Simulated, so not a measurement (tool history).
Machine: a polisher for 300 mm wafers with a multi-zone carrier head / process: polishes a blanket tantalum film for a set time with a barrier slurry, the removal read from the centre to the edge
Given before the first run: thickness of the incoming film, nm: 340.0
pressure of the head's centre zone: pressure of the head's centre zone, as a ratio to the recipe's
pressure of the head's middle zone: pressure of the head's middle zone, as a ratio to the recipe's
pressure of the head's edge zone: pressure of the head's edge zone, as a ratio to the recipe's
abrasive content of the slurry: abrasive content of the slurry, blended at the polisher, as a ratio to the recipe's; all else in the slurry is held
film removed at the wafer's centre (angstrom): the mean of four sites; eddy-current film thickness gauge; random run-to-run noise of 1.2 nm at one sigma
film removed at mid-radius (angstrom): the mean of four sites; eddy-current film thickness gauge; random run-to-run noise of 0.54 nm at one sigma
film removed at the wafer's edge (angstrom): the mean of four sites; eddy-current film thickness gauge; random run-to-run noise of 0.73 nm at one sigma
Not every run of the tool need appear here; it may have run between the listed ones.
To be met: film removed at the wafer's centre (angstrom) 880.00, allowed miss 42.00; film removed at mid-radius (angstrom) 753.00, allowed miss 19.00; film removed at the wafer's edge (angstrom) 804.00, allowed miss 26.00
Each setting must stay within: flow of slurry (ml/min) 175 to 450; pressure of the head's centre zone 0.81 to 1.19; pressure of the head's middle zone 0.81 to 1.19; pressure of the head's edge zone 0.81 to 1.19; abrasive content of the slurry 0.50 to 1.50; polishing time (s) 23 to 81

| run | hour | flow of slurry (ml/min) | pressure of the head's centre zone | pressure of the head's middle zone | pressure of the head's edge zone | abrasive content of the slurry | polishing time (s) | film removed at the wafer's centre (angstrom) | film removed at mid-radius (angstrom) | film removed at the wafer's edge (angstrom) |
|---|---|---|---|---|---|---|---|---|---|---|
| 1 | 0.0 | 290 | 1.00 | 1.00 | 1.00 | 1.00 | 52 | 1071.30 | 1059.90 | 1119.60 |
| 2 | 6.8 | 320 | 1.00 | 1.00 | 1.00 | 1.00 | 52 | 1077.40 | 1077.90 | 1109.90 |
| 3 | 8.3 | 335 | 1.01 | 0.96 | 0.97 | 0.85 | 51 | 998.89 | 949.12 | 1014.80 |
| 4 | 14.1 | 345 | 1.02 | 0.95 | 0.94 | 0.75 | 51 | 919.41 | 881.77 | 931.55 |
| 5 | 21.1 | 345 | 1.02 | 0.95 | 0.94 | 0.90 | 51 | 1044.10 | 959.43 | 1009.70 |
| 6 | 23.8 | 350 | 1.03 | 0.93 | 0.91 | 0.80 | 51 | 997.02 | 892.15 | 961.29 |
| 7 | 28.1 | 360 | 1.04 | 0.93 | 0.89 | 0.75 | 51 | 974.60 | 860.23 | 909.99 |
| 8 | 35.9 | 360 | 1.04 | 0.92 | 0.87 | 0.70 | 51 | 904.06 | 828.42 | 847.92 |
| 9 | 37.7 | 360 | 1.04 | 0.92 | 0.87 | 0.70 | 51 | 931.23 | 823.84 | 854.91 |
| 10 | 46.6 | 345 | 1.03 | 0.91 | 0.86 | 0.70 | 51 | 927.14 | 818.54 | 843.43 |
| 11 | 51.3 | 340 | 1.02 | 0.89 | 0.86 | 0.70 | 51 | 878.53 | 795.95 | 854.54 |
| 12 | 55.8 | 335 | 1.03 | 0.88 | 0.85 | 0.70 | 51 | 916.65 | 790.25 | 853.10 |
| 13 | 56.7 | 335 | 1.03 | 0.88 | 0.84 | 0.70 | 51 | 922.19 | 780.98 | 839.99 |
| 14 | 62.1 | 330 | 1.02 | 0.88 | 0.83 | 0.70 | 51 | 884.93 | 780.92 | 838.35 |
| 15 | 63.9 | 315 | 1.05 | 0.87 | 0.81 | 0.60 | 51 | 821.94 | 701.72 | 734.68 |
| 16 | 71.4 | 395 | 1.04 | 0.87 | 0.84 | 0.60 | 51 | 827.41 | 706.33 | 756.28 |
| 17 | 72.7 | 390 | 1.05 | 0.88 | 0.85 | 0.60 | 51 | 823.96 | 699.62 | 763.60 |
| 18 | 75.8 | 385 | 1.05 | 0.89 | 0.86 | 0.60 | 51 | 837.99 | 705.91 | 772.21 |
| 19 | 80.6 | 385 | 1.05 | 0.90 | 0.86 | 0.60 | 51 | 815.65 | 731.43 | 755.49 |
| 20 | 88.6 | 385 | 1.06 | 0.90 | 0.87 | 0.60 | 51 | 825.77 | 716.08 | 780.54 |

Consider the 4 candidate settings below. Which is the only one whose results all fall within their allowed miss of target?
| A | 96.6 | 360 | 0.94 | 0.93 | 1.00 | 0.50 | 64 | ? | ? | ? |
| B | 96.6 | 375 | 1.07 | 0.91 | 0.89 | 0.75 | 45 | ? | ? | ? |
| C | 96.6 | 350 | 0.93 | 0.92 | 0.96 | 0.50 | 61 | ? | ? | ? |
| D | 96.6 | 360 | 1.02 | 0.87 | 0.91 | 0.60 | 52 | ? | ? | ? |

| move | film removed at the wafer's centre (angstrom) | film removed at mid-radius (angstrom) | film removed at the wafer's edge (angstrom) |
|---|---|---|---|
| A | 780.71 | 760.19 | 858.61 |
| B | 865.91 | 748.86 | 815.34 |
| C | 736.17 | 716.48 | 801.21 |
| D | 817.04 | 707.17 | 808.21 |
A: the furthest-off result lands on target, but another misses its tolerance
B: all results in spec
C: further off than the last run
D: further off than the last run
The move that meets every target is B.

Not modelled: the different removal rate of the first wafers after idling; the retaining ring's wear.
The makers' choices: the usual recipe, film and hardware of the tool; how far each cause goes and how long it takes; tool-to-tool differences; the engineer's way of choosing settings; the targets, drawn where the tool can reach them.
